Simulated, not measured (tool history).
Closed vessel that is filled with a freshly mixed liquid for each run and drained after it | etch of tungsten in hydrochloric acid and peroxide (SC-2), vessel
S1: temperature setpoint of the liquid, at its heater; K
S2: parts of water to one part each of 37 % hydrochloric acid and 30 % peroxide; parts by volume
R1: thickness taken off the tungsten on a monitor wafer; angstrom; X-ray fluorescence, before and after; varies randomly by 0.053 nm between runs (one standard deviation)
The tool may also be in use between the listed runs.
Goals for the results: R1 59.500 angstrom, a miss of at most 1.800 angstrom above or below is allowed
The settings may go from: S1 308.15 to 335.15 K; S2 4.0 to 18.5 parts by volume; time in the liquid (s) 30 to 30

run 1 hour=0.0 | S1=319.15 S2=10.5 time_in_the_liquid_(s)=30 | R1=88.687
run 2 hour=3.3 | S1=319.15 S2=12.0 time_in_the_liquid_(s)=30 | R1=78.758
run 3 hour=7.0 | S1=319.15 S2=12.0 time_in_the_liquid_(s)=30 | R1=78.265
run 4 hour=13.2 | S1=319.15 S2=10.5 time_in_the_liquid_(s)=30 | R1=87.412
run 5 hour=22.4 | S1=318.15 S2=10.5 time_in_the_liquid_(s)=30 | R1=82.450
run 6 hour=29.3 | S1=318.15 S2=8.0 time_in_the_liquid_(s)=30 | R1=102.410
run 7 hour=38.1 | S1=316.65 S2=8.0 time_in_the_liquid_(s)=30 | R1=93.353
run 8 hour=45.6 | S1=315.15 S2=8.0 time_in_the_liquid_(s)=30 | R1=83.858
run 9 hour=54.3 | S1=314.15 S2=8.0 time_in_the_liquid_(s)=30 | R1=78.347
run 10 hour=59.7 | S1=313.15 S2=8.0 time_in_the_liquid_(s)=30 | R1=72.381
run 11 hour=63.1 | S1=312.65 S2=8.0 time_in_the_liquid_(s)=30 | R1=68.798
run 12 hour=71.0 | S1=312.15 S2=8.0 time_in_the_liquid_(s)=30 | R1=66.850
run 13 hour=80.1 | S1=311.65 S2=8.0 time_in_the_liquid_(s)=30 | R1=65.089

4 candidate next runs follow, results not yet known. Just one meets every target within its allowed miss. Identify it.
run A hour=89.2 | S1=311.65 S2=9.5 time_in_the_liquid_(s)=30 | R1=?
run B hour=89.2 | S1=309.15 S2=7.0 time_in_the_liquid_(s)=30 | R1=?
run C hour=89.2 | S1=309.65 S2=8.0 time_in_the_liquid_(s)=30 | R1=?
run D hour=89.2 | S1=315.65 S2=11.5 time_in_the_liquid_(s)=30 | R1=?

move=A R1=57.030
move=B R1=60.827
move=C R1=56.772
move=D R1=64.480
A: the result that was furthest off in the last run now lies on the other side of its target
B: meets every target
C: the result that was furthest off in the last run now lies on the other side of its target
D: closer than the last run, but not yet in spec
So the answer is move B, the one that meets all the targets.
